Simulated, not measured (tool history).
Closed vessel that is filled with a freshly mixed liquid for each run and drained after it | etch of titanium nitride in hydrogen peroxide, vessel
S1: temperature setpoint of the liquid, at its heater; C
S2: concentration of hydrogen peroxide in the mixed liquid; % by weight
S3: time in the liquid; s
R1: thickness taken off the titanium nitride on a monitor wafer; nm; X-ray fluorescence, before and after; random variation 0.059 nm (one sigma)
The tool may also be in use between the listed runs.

run	hour	S1	S2	S3	R1
1	0	55	24	285	23.125
2	2.3	53.5	24	285	20.99
3	5.5	53.5	27	285	21.503
4	9.9	53.5	27	215	16.315
5	11.2	53	27	215	15.718
# hour 14.2: new drum of peroxide connected
6	14.2	53	27	215	15.761
7	20.9	52.5	27	215	15.426

Run 8 comes next. What will it give?
8	23.7	48.5	27	215	?

{"run 8": {"R1": 11.476}}
